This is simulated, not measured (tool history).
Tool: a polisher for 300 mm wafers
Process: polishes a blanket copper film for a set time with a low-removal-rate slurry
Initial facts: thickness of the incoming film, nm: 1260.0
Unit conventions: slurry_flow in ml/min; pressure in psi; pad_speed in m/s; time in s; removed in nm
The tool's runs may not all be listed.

{"run": 1, "hour": 0.0, "slurry_flow": 270, "pressure": 2.2, "pad_speed": 1.26, "slurry_solids": 1.0, "time": 109, "removed": 280.05}
{"run": 2, "hour": 8.3, "slurry_flow": 270, "pressure": 2.6, "pad_speed": 1.3, "slurry_solids": 1.0, "time": 109, "removed": 334.01}
{"run": 3, "hour": 10.1, "slurry_flow": 270, "pressure": 3.0, "pad_speed": 1.3, "slurry_solids": 1.0, "time": 109, "removed": 377.66}
{"run": 4, "hour": 15.4, "slurry_flow": 270, "pressure": 3.2, "pad_speed": 1.4, "slurry_solids": 1.0, "time": 109, "removed": 439.53}
{"run": 5, "hour": 21.5, "slurry_flow": 270, "pressure": 3.2, "pad_speed": 1.4, "slurry_solids": 1.0, "time": 115, "removed": 461.11}
{"run": 6, "hour": 28.8, "slurry_flow": 270, "pressure": 3.3, "pad_speed": 1.44, "slurry_solids": 1.0, "time": 115, "removed": 483.08}
{"run": 7, "hour": 32.8, "slurry_flow": 270, "pressure": 3.4, "pad_speed": 1.48, "slurry_solids": 1.0, "time": 115, "removed": 510.68}
{"run": 8, "hour": 33.5, "slurry_flow": 270, "pressure": 3.4, "pad_speed": 1.52, "slurry_solids": 1.0, "time": 115, "removed": 515.18}

Predict the results of run 9:
{"run": 9, "hour": 38.3, "slurry_flow": 270, "pressure": 3.4, "pad_speed": 1.56, "slurry_solids": 1.0, "time": 115, "removed": "?"}

{"run 9": {"removed": 529.47}}
